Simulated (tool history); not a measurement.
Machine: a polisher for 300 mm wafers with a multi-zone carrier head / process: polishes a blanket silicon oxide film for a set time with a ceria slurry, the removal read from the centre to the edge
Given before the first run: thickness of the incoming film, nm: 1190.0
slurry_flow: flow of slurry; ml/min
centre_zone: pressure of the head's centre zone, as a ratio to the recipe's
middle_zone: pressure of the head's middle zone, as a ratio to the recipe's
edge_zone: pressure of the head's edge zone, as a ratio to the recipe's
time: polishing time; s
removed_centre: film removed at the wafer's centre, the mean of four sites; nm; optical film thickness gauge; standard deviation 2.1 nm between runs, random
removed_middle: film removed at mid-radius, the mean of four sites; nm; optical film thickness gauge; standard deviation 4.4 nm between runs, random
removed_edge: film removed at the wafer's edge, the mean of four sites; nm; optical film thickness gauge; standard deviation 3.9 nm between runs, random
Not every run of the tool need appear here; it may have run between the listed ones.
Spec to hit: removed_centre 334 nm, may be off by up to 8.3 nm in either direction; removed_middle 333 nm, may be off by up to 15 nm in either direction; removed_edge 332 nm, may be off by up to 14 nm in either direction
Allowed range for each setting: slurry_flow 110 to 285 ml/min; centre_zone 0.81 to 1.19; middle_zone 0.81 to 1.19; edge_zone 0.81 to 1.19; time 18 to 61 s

| run | hour | slurry_flow | centre_zone | middle_zone | edge_zone | time | removed_centre | removed_middle | removed_edge |
|---|---|---|---|---|---|---|---|---|---|
| 1 | 0 | 180 | 1 | 1 | 1 | 39 | 229.35 | 225.58 | 229.48 |
| 2 | 2.2 | 185 | 1.01 | 1.01 | 1.01 | 40 | 236.31 | 235.67 | 238.28 |
| 3 | 3.1 | 170 | 1.01 | 1.01 | 1.01 | 40 | 233.22 | 237.67 | 239.68 |
| 4 | 10.9 | 170 | 0.98 | 1.01 | 1.01 | 40 | 228.69 | 237.93 | 235.12 |
| 5 | 16.8 | 175 | 1 | 1.02 | 1.02 | 41 | 238.17 | 246.93 | 243.71 |
| 6 | 18.6 | 175 | 1.02 | 1.02 | 1.03 | 42 | 249.86 | 246.43 | 251.24 |
| 7 | 22.6 | 175 | 1.02 | 1.03 | 1.04 | 43 | 257.69 | 259.69 | 264.1 |
| 8 | 27.6 | 225 | 1.12 | 1.13 | 1.14 | 46 | 311.91 | 299.98 | 296.3 |
| 9 | 30.7 | 235 | 1.11 | 1.14 | 1.17 | 48 | 323.66 | 323.49 | 317.4 |

Next run, 4 choices. One meets every target within its allowed miss, the rest don't. Which?
| A | 33.8 | 235 | 1.07 | 1.08 | 1.12 | 52 | ? | ? | ? |
| B | 33.8 | 230 | 1.16 | 0.97 | 1.19 | 49 | ? | ? | ? |
| C | 33.8 | 240 | 1.01 | 0.93 | 1.19 | 51 | ? | ? | ? |
| D | 33.8 | 245 | 1.16 | 1.08 | 1.09 | 48 | ? | ? | ? |

| move | removed_centre | removed_middle | removed_edge |
|---|---|---|---|
| A | 337.54 | 333.36 | 328.85 |
| B | 343.91 | 288.7 | 319.23 |
| C | 312.82 | 292.72 | 333.52 |
| D | 339.6 | 308.91 | 300.54 |
A: all results land within tolerance of their targets
B: carries the result that was furthest off beyond its target, to the other side
C: the biggest miss grows against the last run
D: the furthest-off result lands on target, but another misses its tolerance
Answer: A
